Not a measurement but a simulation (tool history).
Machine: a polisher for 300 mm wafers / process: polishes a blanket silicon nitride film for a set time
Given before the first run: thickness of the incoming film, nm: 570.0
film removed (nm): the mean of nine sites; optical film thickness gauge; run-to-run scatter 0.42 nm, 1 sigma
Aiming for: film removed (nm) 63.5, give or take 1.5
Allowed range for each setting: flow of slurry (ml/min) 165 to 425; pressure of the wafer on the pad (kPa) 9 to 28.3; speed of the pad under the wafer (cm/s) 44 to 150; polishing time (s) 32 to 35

run	hour	flow of slurry (ml/min)	pressure of the wafer on the pad (kPa)	speed of the pad under the wafer (cm/s)	polishing time (s)	film removed (nm)
1	0	275	18.6	96	35	37.839
2	5.3	280	22.1	96	35	42.193
3	7.6	280	24.1	104	35	47.485
4	8.8	285	25.5	112	35	52.355
5	12.7	285	21.4	112	35	46.382
6	19.7	245	21.4	112	35	46.019
7	26.2	245	23.4	116	35	49.737
8	32.7	275	28.3	128	35	62.142

Next run, 4 choices. One meets every target within its allowed miss, the rest don't. Which?
A	39.2	305	27.6	130	34	?
B	39.2	220	27.6	142	32	?
C	39.2	260	28.3	130	34	?
D	39.2	270	27.6	146	33	?

move	film removed (nm)
A	59.705
B	57.982
C	59.761
D	62.584
A: its largest miss is bigger than the last run's
B: its largest miss is bigger than the last run's
C: its largest miss is bigger than the last run's
D: all results in spec
The right move is D.
